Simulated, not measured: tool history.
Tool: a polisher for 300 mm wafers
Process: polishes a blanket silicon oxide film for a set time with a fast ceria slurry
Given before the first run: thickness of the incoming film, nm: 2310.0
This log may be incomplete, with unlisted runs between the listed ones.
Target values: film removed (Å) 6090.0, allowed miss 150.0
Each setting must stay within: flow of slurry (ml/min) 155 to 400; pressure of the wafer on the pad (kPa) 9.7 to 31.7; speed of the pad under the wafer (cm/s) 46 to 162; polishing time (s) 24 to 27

run	hour	flow of slurry (ml/min)	pressure of the wafer on the pad (kPa)	speed of the pad under the wafer (cm/s)	polishing time (s)	film removed (Å)
1	0.0	255	20.7	104	27	4072.0
2	2.9	300	20.7	104	27	4082.3
3	7.4	300	22.1	104	27	4417.4
4	8.2	300	23.4	104	27	4649.7
5	11.0	300	23.4	104	24	4165.1
6	11.8	245	23.4	104	24	4084.2
7	16.0	260	24.8	104	24	4386.6
8	23.9	270	26.2	104	24	4607.5
9	28.3	270	31.7	110	24	5855.9
# hour 31.4: worn pad replaced by a new one
10	31.4	285	31.7	114	24	6630.9

Next run, 5 choices. One meets every target within its allowed miss, the rest don't. Which?
A	34.5	270	31.0	108	25	?
B	34.5	230	31.7	94	26	?
C	34.5	290	31.7	108	25	?
D	34.5	290	29.6	124	24	?
E	34.5	295	24.1	146	25	?

move	film removed (Å)
A	6425.8
B	5994.1
C	6614.4
D	6659.5
E	6523.0
A: better than the last run, though not everything is in spec
B: in spec on every target
C: no better and no worse than the last run
D: misses by more than the last run did
E: better than the last run, though not everything is in spec
Answer: B

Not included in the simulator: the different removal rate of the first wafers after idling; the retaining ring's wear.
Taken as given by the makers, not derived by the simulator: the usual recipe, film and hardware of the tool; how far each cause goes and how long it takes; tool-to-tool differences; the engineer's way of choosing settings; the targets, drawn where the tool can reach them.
